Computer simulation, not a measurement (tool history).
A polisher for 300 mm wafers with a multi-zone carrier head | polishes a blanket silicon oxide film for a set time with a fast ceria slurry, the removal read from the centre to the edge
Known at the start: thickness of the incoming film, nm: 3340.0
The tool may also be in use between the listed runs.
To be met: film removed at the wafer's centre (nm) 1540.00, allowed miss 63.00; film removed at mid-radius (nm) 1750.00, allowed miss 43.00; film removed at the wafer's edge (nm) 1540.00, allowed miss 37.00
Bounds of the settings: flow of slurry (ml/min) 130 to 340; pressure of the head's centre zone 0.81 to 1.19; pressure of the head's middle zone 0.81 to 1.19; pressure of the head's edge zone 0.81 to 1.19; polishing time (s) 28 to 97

run,hour,flow of slurry (ml/min),pressure of the head's centre zone,pressure of the head's middle zone,pressure of the head's edge zone,polishing time (s),film removed at the wafer's centre (nm),film removed at mid-radius (nm),film removed at the wafer's edge (nm)
1,0.0,220,1.00,1.00,1.00,62,1191.20,1160.30,1133.90
2,6.4,220,1.00,1.00,1.00,51,987.89,977.32,949.14
3,9.5,235,1.00,1.05,1.03,57,1091.50,1123.70,1084.10
4,14.2,250,1.00,1.08,1.03,62,1193.20,1275.90,1192.70
5,23.2,265,1.01,1.11,1.04,65,1269.70,1371.60,1254.60
6,26.2,275,1.02,1.13,1.05,67,1371.20,1446.70,1312.40
7,32.1,285,1.01,1.14,1.06,69,1374.80,1504.30,1352.70
8,39.9,285,1.01,1.15,1.07,71,1444.70,1559.00,1396.60
9,43.3,290,1.00,1.16,1.08,72,1446.30,1602.50,1423.20
10,45.8,295,1.00,1.17,1.09,73,1449.40,1635.00,1453.80
11,47.5,300,1.00,1.17,1.09,74,1466.00,1649.50,1472.60
12,52.2,300,1.00,1.17,1.09,75,1457.00,1659.20,1479.10
13,55.8,300,1.00,1.17,1.09,76,1500.80,1689.20,1526.00
14,62.4,305,1.00,1.18,1.08,76,1522.10,1734.00,1515.10

Which of these 4 next moves meets every target?
A,69.0,215,0.97,1.19,1.03,79,?,?,?
B,69.0,330,0.99,1.19,1.06,75,?,?,?
C,69.0,305,1.03,1.19,1.14,76,?,?,?
D,69.0,335,0.89,1.17,1.16,78,?,?,?

move,film removed at the wafer's centre (nm),film removed at mid-radius (nm),film removed at the wafer's edge (nm)
A,1470.80,1715.10,1469.80
B,1497.80,1711.00,1469.30
C,1550.40,1720.50,1535.90
D,1443.00,1756.40,1601.80
A: further off than the last run
B: further off than the last run
C: meets every target
D: takes the result that was furthest off past its target
Answer: C
